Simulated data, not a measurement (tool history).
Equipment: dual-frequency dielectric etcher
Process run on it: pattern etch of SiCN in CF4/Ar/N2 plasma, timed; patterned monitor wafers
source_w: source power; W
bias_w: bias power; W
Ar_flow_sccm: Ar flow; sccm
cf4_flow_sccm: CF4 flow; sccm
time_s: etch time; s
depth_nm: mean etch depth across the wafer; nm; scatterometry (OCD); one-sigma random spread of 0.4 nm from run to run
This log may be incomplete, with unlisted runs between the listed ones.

run	hour	source_w	bias_w	Ar_flow_sccm	cf4_flow_sccm	time_s	depth_nm
1	0.0	460	72	89	59	136.0	114.500
2	1.1	460	59	89	59	136.0	109.930
3	3.0	440	58	89	59	136.0	104.280
4	5.1	440	58	89	59	142.5	110.060
5	12.6	420	58	89	59	142.5	104.140
6	16.9	400	58	89	59	142.5	98.779

What will run 7 give?
7	25.7	390	58	89	59	142.5	?

{"run 7": {"depth_nm": 96.365}}

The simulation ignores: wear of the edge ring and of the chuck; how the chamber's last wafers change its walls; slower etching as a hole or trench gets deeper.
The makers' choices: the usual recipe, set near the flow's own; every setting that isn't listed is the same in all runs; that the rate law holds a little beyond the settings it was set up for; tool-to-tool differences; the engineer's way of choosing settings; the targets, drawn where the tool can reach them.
